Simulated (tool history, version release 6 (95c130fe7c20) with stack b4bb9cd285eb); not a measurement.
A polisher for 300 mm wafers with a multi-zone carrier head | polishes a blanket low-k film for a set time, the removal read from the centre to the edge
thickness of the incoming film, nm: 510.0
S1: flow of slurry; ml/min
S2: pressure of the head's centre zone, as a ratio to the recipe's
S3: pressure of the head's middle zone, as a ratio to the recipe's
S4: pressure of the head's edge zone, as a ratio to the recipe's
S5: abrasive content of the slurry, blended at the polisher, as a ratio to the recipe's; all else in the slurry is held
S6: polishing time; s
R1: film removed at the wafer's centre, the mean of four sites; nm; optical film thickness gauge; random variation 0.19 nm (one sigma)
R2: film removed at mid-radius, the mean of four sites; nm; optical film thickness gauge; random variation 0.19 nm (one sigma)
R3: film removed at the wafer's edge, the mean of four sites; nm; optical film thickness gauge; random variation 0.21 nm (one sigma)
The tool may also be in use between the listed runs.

{"run": 1, "hour": 0.0, "S1": 265, "S2": 1.0, "S3": 1.0, "S4": 1.0, "S5": 1.0, "S6": 55, "R1": 20.616, "R2": 23.421, "R3": 23.572}
{"run": 2, "hour": 6.4, "S1": 265, "S2": 1.03, "S3": 0.95, "S4": 0.99, "S5": 0.85, "S6": 52, "R1": 18.781, "R2": 19.336, "R3": 20.429}
{"run": 3, "hour": 14.5, "S1": 265, "S2": 1.03, "S3": 0.95, "S4": 0.99, "S5": 0.95, "S6": 52, "R1": 19.673, "R2": 20.482, "R3": 21.272}
{"run": 4, "hour": 18.3, "S1": 265, "S2": 1.04, "S3": 0.91, "S4": 0.97, "S5": 0.8, "S6": 51, "R1": 18.255, "R2": 18.293, "R3": 19.54}
{"run": 5, "hour": 20.9, "S1": 230, "S2": 1.04, "S3": 0.91, "S4": 0.97, "S5": 0.8, "S6": 51, "R1": 17.798, "R2": 17.366, "R3": 19.097}
{"run": 6, "hour": 26.0, "S1": 185, "S2": 1.04, "S3": 0.91, "S4": 0.97, "S5": 0.8, "S6": 51, "R1": 16.979, "R2": 17.464, "R3": 19.322}
{"run": 7, "hour": 29.2, "S1": 200, "S2": 1.06, "S3": 0.89, "S4": 0.96, "S5": 0.7, "S6": 50, "R1": 16.26, "R2": 16.322, "R3": 17.483}

The next listed run, before its measurement:
{"hour": 35.7, "done": "centre zone pressure recalibrated"}
{"run": 8, "hour": 35.7, "S1": 210, "S2": 1.09, "S3": 0.87, "S4": 0.99, "S5": 0.65, "S6": 49, "R1": "?", "R2": "?", "R3": "?"}

{"run 8": {"R1": 18.152, "R2": 14.992, "R3": 16.775}}
